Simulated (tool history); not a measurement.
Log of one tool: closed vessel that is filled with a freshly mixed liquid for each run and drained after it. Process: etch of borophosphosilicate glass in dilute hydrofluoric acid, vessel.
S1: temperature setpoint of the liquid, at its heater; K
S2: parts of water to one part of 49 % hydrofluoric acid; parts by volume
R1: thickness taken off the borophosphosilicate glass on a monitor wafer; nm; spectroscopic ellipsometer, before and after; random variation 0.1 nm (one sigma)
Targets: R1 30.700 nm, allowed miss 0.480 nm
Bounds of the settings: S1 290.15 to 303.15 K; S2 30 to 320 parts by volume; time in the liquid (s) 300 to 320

{"run": 1, "hour": 0.0, "S1": 295.15, "S2": 175, "time in the liquid (s)": 300, "R1": 50.433}
{"run": 2, "hour": 0.6, "S1": 293.65, "S2": 190, "time in the liquid (s)": 300, "R1": 42.872}
{"run": 3, "hour": 2.6, "S1": 297.15, "S2": 190, "time in the liquid (s)": 300, "R1": 49.161}
{"run": 4, "hour": 11.3, "S1": 297.15, "S2": 165, "time in the liquid (s)": 300, "R1": 58.242}
{"run": 5, "hour": 15.5, "S1": 294.15, "S2": 165, "time in the liquid (s)": 300, "R1": 51.726}
{"run": 6, "hour": 22.0, "S1": 292.65, "S2": 185, "time in the liquid (s)": 300, "R1": 43.015}
{"run": 7, "hour": 27.2, "S1": 291.65, "S2": 195, "time in the liquid (s)": 300, "R1": 38.699}
{"run": 8, "hour": 34.5, "S1": 291.15, "S2": 205, "time in the liquid (s)": 300, "R1": 35.988}
{"run": 9, "hour": 40.1, "S1": 290.65, "S2": 210, "time in the liquid (s)": 300, "R1": 33.803}
{"run": 10, "hour": 42.4, "S1": 290.65, "S2": 215, "time in the liquid (s)": 300, "R1": 33.143}
{"run": 11, "hour": 43.8, "S1": 290.65, "S2": 220, "time in the liquid (s)": 300, "R1": 31.983}
{"run": 12, "hour": 45.3, "S1": 290.15, "S2": 220, "time in the liquid (s)": 300, "R1": 31.512}

Which of these 4 next moves meets every target?
{"run": "A", "hour": 46.8, "S1": 297.15, "S2": 275, "time in the liquid (s)": 320, "R1": "?"}
{"run": "B", "hour": 46.8, "S1": 290.15, "S2": 220, "time in the liquid (s)": 305, "R1": "?"}
{"run": "C", "hour": 46.8, "S1": 294.15, "S2": 255, "time in the liquid (s)": 310, "R1": "?"}
{"run": "D", "hour": 46.8, "S1": 293.15, "S2": 250, "time in the liquid (s)": 305, "R1": "?"}

move=A R1=33.452
move=B R1=32.323
move=C R1=31.976
move=D R1=31.062
A: further off than the last run
B: further off than the last run
C: further off than the last run
D: meets every target
The right move is D.

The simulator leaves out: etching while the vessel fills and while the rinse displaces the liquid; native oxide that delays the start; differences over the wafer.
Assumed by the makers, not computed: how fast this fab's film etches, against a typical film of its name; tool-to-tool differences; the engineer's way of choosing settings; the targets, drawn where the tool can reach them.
